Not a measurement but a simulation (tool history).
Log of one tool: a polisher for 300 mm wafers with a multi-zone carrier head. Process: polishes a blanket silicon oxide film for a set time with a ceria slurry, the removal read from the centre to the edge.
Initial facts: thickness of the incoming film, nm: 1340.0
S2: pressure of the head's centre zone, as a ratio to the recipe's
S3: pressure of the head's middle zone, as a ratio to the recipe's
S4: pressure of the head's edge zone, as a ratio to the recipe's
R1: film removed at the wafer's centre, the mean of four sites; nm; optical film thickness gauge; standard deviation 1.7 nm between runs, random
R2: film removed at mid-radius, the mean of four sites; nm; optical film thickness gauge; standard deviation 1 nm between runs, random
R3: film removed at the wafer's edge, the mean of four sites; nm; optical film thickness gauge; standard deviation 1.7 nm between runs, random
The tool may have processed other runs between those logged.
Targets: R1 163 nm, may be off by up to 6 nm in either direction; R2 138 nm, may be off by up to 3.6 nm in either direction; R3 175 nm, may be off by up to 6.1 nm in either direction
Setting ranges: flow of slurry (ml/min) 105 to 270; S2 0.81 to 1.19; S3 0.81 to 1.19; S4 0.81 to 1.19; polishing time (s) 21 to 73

Run 1, day 0: flow of slurry (ml/min) 175, S2 1, S3 1, S4 1, polishing time (s) 47. Result: R1 227.33 nm, R2 222.57 nm, R3 234.06 nm.
Run 2, day 0.254: flow of slurry (ml/min) 175, S2 1, S3 1, S4 1, polishing time (s) 56. Result: R1 273.26 nm, R2 261.88 nm, R3 281.42 nm.
Run 3, day 0.408: flow of slurry (ml/min) 175, S2 1.07, S3 1, S4 1, polishing time (s) 56. Result: R1 286.67 nm, R2 266.14 nm, R3 275.98 nm.
Run 4, day 0.488: flow of slurry (ml/min) 165, S2 1.05, S3 0.97, S4 1, polishing time (s) 52. Result: R1 258.83 nm, R2 240.32 nm, R3 257.13 nm.
Run 5, day 0.662: flow of slurry (ml/min) 165, S2 1.05, S3 0.94, S4 1.02, polishing time (s) 48. Result: R1 238.88 nm, R2 215.06 nm, R3 239.15 nm.
Run 6, day 0.712: flow of slurry (ml/min) 160, S2 1.04, S3 0.92, S4 1.02, polishing time (s) 45. Result: R1 218.23 nm, R2 193.53 nm, R3 224.47 nm.
Run 7, day 0.975: flow of slurry (ml/min) 155, S2 1.03, S3 0.9, S4 1.01, polishing time (s) 43. Result: R1 207.17 nm, R2 182.7 nm, R3 211.47 nm.
Run 8, day 1.15: flow of slurry (ml/min) 155, S2 1.03, S3 0.9, S4 1.01, polishing time (s) 43. Result: R1 206.59 nm, R2 182.67 nm, R3 213.85 nm.
Run 9, day 1.433: flow of slurry (ml/min) 150, S2 1.03, S3 0.88, S4 1, polishing time (s) 41. Result: R1 195.34 nm, R2 171.11 nm, R3 200.23 nm.

5 next moves are on the table. One of them brings every result within its allowed miss. Which?
Run A, day 1.717: flow of slurry (ml/min) 175, S2 1.07, S3 0.87, S4 1.07, polishing time (s) 34. Result: R1 ?, R2 ?, R3 ?.
Run B, day 1.717: flow of slurry (ml/min) 115, S2 0.97, S3 0.97, S4 0.97, polishing time (s) 36. Result: R1 ?, R2 ?, R3 ?.
Run C, day 1.717: flow of slurry (ml/min) 170, S2 1.05, S3 0.81, S4 1.11, polishing time (s) 36. Result: R1 ?, R2 ?, R3 ?.
Run D, day 1.717: flow of slurry (ml/min) 175, S2 1.01, S3 0.83, S4 1.09, polishing time (s) 34. Result: R1 ?, R2 ?, R3 ?.
Run E, day 1.717: flow of slurry (ml/min) 150, S2 1.06, S3 0.82, S4 1.16, polishing time (s) 33. Result: R1 ?, R2 ?, R3 ?.

move      R1      R2      R3
   A  174.75  144.22  177.65
   B  150.01  150.29  167.06
   C  180.39  144.16  191.01
   D  164.84  139.36   179.4
   E  162.28  130.01  175.85
A: an improvement on the last run, though not all results are within tolerance
B: an improvement on the last run, though not all results are within tolerance
C: an improvement on the last run, though not all results are within tolerance
D: hits every target within its allowed miss
E: carries the result that was furthest off beyond its target, to the other side
Answer: D
